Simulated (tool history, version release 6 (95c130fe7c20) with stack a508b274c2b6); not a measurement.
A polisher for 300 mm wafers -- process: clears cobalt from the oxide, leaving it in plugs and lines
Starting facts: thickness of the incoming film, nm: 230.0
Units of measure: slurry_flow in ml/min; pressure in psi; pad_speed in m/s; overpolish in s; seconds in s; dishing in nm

Run 1, hour 0: slurry_flow 170 ml/min, pressure 1.2 psi, pad_speed 0.8 m/s, overpolish 9 s. Result: seconds 92.91 s, dishing 16.133 nm.
Run 2, hour 2.9: slurry_flow 185 ml/min, pressure 1.2 psi, pad_speed 0.8 m/s, overpolish 9 s. Result: seconds 89.894 s, dishing 16.869 nm.
Run 3, hour 5.1: slurry_flow 185 ml/min, pressure 1.4 psi, pad_speed 0.8 m/s, overpolish 9 s. Result: seconds 81.347 s, dishing 18.517 nm.
Run 4, hour 11: slurry_flow 180 ml/min, pressure 1.2 psi, pad_speed 0.78 m/s, overpolish 10 s. Result: seconds 93.823 s, dishing 18.028 nm.
Run 5, hour 11.5: slurry_flow 175 ml/min, pressure 1.1 psi, pad_speed 0.76 m/s, overpolish 11 s. Result: seconds 103.71 s, dishing 17.994 nm.
Run 6, hour 14.8: slurry_flow 175 ml/min, pressure 1.1 psi, pad_speed 0.86 m/s, overpolish 11 s. Result: seconds 87.032 s, dishing 19.338 nm.
Run 7, hour 23: slurry_flow 170 ml/min, pressure 1 psi, pad_speed 0.84 m/s, overpolish 12 s. Result: seconds 100.95 s, dishing 19.077 nm.
Run 8, hour 25.7: slurry_flow 170 ml/min, pressure 1 psi, pad_speed 0.84 m/s, overpolish 12 s. Result: seconds 93.819 s, dishing 20.009 nm.
Run 9, hour 33.3: slurry_flow 170 ml/min, pressure 0.9 psi, pad_speed 0.82 m/s, overpolish 13 s. Result: seconds 105.64 s, dishing 19.759 nm.
Run 10, hour 41.4: slurry_flow 165 ml/min, pressure 0.8 psi, pad_speed 0.8 m/s, overpolish 13 s. Result: seconds 118.53 s, dishing 18.41 nm.

What does the tool deliver on the next run?
Run 11, hour 45.1: slurry_flow 160 ml/min, pressure 0.7 psi, pad_speed 0.78 m/s, overpolish 14 s. Result: seconds ?, dishing ?.

{"run 11": {"seconds": 129.79, "dishing": 18.123}}
